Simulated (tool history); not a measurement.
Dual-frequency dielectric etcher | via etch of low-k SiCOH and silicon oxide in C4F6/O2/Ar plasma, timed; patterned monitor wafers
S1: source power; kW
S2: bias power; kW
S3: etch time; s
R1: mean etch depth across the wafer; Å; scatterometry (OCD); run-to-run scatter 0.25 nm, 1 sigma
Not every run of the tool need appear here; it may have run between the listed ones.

Run 1, hour 0: S1 0.25 kW, S2 0.231 kW, S3 45 s. Result: R1 1031.5 Å.
Run 2, hour 4.1: S1 0.25 kW, S2 0.249 kW, S3 45 s. Result: R1 1061.3 Å.
Run 3, hour 6.6: S1 0.24 kW, S2 0.248 kW, S3 45 s. Result: R1 1046 Å.
Run 4, hour 12: S1 0.24 kW, S2 0.267 kW, S3 45 s. Result: R1 1079.5 Å.
Run 5, hour 13.2: S1 0.23 kW, S2 0.266 kW, S3 45 s. Result: R1 1064.6 Å.
Run 6, hour 16.5: S1 0.22 kW, S2 0.265 kW, S3 45 s. Result: R1 1048.8 Å.
Run 7, hour 21.1: S1 0.21 kW, S2 0.264 kW, S3 45 s. Result: R1 1038.3 Å.
Run 8, hour 27.9: S1 0.21 kW, S2 0.262 kW, S3 45 s. Result: R1 1037.7 Å.

For run 9, what comes out?
Run 9, hour 35.5: S1 0.21 kW, S2 0.26 kW, S3 45 s. Result: R1 ?.

{"run 9": {"R1": 1032.5}}

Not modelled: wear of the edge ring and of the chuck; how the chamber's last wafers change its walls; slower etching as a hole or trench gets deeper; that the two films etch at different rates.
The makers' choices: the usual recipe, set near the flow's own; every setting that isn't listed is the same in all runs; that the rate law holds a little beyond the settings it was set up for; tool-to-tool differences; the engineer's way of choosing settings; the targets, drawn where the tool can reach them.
